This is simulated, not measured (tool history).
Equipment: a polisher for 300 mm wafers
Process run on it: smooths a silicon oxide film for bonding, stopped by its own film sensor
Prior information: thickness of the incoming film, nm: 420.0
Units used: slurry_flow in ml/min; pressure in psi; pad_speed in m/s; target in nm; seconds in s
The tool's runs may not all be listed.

run 1 day=0.000 | slurry_flow=155 pressure=2.5 pad_speed=0.94 slurry_solids=1.0 target=373 | seconds=71.568
run 2 day=0.300 | slurry_flow=155 pressure=2.5 pad_speed=0.94 slurry_solids=1.0 target=373 | seconds=70.218
run 3 day=0.592 | slurry_flow=160 pressure=2.7 pad_speed=0.94 slurry_solids=1.0 target=373 | seconds=66.292
run 4 day=0.950 | slurry_flow=160 pressure=2.9 pad_speed=0.94 slurry_solids=1.0 target=373 | seconds=63.962
run 5 day=1.250 | slurry_flow=160 pressure=3.1 pad_speed=0.94 slurry_solids=1.0 target=373 | seconds=61.862
run 6 day=1.571 | slurry_flow=160 pressure=2.7 pad_speed=0.94 slurry_solids=1.0 target=373 | seconds=66.306

Run 7, settings as shown, results not yet in. Your forecast:
run 7 day=1.654 | slurry_flow=170 pressure=2.9 pad_speed=0.94 slurry_solids=1.0 target=373 | seconds=?

{"run 7": {"seconds": 62.862}}
